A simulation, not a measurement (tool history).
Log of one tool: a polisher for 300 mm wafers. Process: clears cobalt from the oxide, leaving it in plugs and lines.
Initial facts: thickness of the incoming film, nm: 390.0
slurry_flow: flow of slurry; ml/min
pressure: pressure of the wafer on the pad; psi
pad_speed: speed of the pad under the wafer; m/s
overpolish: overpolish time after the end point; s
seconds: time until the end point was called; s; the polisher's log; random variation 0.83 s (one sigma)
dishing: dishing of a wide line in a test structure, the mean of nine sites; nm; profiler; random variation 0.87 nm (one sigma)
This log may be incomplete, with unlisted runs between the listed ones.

run	hour	slurry_flow	pressure	pad_speed	overpolish	seconds	dishing
1	0	145	2	1.12	19	82.223	59.142
2	3	145	2	1.12	15	80.972	50.889
3	5.9	145	2.2	1.12	15	74.277	53.733
4	6.9	160	2.2	1.12	15	72.703	55.227
5	15.6	160	2.2	1.12	19	73.949	61.38
6	22.6	160	2.2	1.28	19	63.467	65.353
7	27.6	160	2.3	1.28	20	60.706	68.03
8	29.1	160	2.4	1.28	21	59.516	72.095
9	32.4	165	2.5	1.28	22	56.16	74.546
10	35.2	165	2.5	1.28	23	56.659	74.894

Forecast run 11:
11	40.5	165	2.5	1.28	24	?	?

seconds: 56.188 s
dishing: 75.726 nm
